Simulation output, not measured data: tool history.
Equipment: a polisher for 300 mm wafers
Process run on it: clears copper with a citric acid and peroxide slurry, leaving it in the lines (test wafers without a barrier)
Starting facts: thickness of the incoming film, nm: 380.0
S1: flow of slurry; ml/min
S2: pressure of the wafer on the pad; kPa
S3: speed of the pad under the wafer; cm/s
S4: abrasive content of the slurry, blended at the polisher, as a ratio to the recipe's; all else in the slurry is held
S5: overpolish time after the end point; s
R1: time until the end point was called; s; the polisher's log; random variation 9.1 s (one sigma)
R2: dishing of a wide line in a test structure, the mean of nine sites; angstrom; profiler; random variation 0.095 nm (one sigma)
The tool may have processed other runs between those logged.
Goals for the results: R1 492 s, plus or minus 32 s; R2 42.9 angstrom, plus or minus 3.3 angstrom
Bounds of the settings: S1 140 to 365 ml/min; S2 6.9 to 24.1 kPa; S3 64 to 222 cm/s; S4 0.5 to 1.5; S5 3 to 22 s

Run 1, hour 0: S1 235 ml/min, S2 15.2 kPa, S3 142 cm/s, S4 1, S5 11 s. Result: R1 192 s, R2 164.36 angstrom.
Run 2, hour 7.9: S1 270 ml/min, S2 15.2 kPa, S3 142 cm/s, S4 1, S5 11 s. Result: R1 197.12 s, R2 165.3 angstrom.
Run 3, hour 16.8: S1 270 ml/min, S2 13.1 kPa, S3 118 cm/s, S4 0.95, S5 9 s. Result: R1 270.12 s, R2 100.79 angstrom.
Run 4, hour 25.6: S1 270 ml/min, S2 9.7 kPa, S3 118 cm/s, S4 0.95, S5 9 s. Result: R1 348.24 s, R2 80.623 angstrom.
At hour 30: slurry blender recalibrated.
Run 5, hour 30: S1 270 ml/min, S2 9.7 kPa, S3 118 cm/s, S4 1.15, S5 9 s. Result: R1 319.71 s, R2 84.842 angstrom.
Run 6, hour 33.2: S1 270 ml/min, S2 9 kPa, S3 104 cm/s, S4 1.15, S5 8 s. Result: R1 390.08 s, R2 62.683 angstrom.
Run 7, hour 40.2: S1 270 ml/min, S2 8.3 kPa, S3 100 cm/s, S4 1.15, S5 7 s. Result: R1 427.66 s, R2 51.078 angstrom.
Run 8, hour 46.8: S1 270 ml/min, S2 7.6 kPa, S3 98 cm/s, S4 1.15, S5 7 s. Result: R1 457.91 s, R2 44.384 angstrom.
Run 9, hour 52.2: S1 265 ml/min, S2 7.6 kPa, S3 98 cm/s, S4 1.15, S5 7 s. Result: R1 465.43 s, R2 45.901 angstrom.

4 candidate next runs follow, results not yet known. Just one meets every target within its allowed miss. Identify it.
Run A, hour 57.6: S1 300 ml/min, S2 9.7 kPa, S3 88 cm/s, S4 1.1, S5 7 s. Result: R1 ?, R2 ?.
Run B, hour 57.6: S1 260 ml/min, S2 6.9 kPa, S3 96 cm/s, S4 1.25, S5 9 s. Result: R1 ?, R2 ?.
Run C, hour 57.6: S1 260 ml/min, S2 7.6 kPa, S3 92 cm/s, S4 1, S5 7 s. Result: R1 ?, R2 ?.
Run D, hour 57.6: S1 255 ml/min, S2 6.9 kPa, S3 84 cm/s, S4 1.45, S5 10 s. Result: R1 ?, R2 ?.

move      R1      R2
   A  411.87  50.298
   B   494.4  53.517
   C  492.41   42.16
   D  548.27  53.631
A: misses by more than the last run did
B: misses by more than the last run did
C: every result lands within tolerance
D: misses by more than the last run did
The move that meets every target is C.

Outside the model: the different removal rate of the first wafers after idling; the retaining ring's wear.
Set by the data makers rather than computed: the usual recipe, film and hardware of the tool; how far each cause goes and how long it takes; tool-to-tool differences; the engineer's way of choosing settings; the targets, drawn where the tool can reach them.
